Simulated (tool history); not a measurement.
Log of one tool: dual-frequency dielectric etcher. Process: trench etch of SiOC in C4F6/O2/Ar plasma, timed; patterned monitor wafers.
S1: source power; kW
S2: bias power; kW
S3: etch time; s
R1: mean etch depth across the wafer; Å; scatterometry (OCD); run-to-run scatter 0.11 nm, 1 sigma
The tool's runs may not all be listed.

{"run": 1, "hour": 0.0, "S1": 0.36, "S2": 0.234, "S3": 9.5, "R1": 209.53}
{"run": 2, "hour": 2.6, "S1": 0.42, "S2": 0.234, "S3": 9.5, "R1": 221.07}
{"run": 3, "hour": 3.8, "S1": 0.46, "S2": 0.234, "S3": 9.5, "R1": 230.54}
{"run": 4, "hour": 10.3, "S1": 0.46, "S2": 0.196, "S3": 9.5, "R1": 220.96}
{"run": 5, "hour": 16.8, "S1": 0.42, "S2": 0.187, "S3": 9.5, "R1": 209.78}
{"run": 6, "hour": 18.0, "S1": 0.39, "S2": 0.18, "S3": 9.5, "R1": 201.59}

The next listed run, before its measurement:
{"run": 7, "hour": 20.1, "S1": 0.37, "S2": 0.175, "S3": 9.5, "R1": "?"}

{"run 7": {"R1": 197.79}}
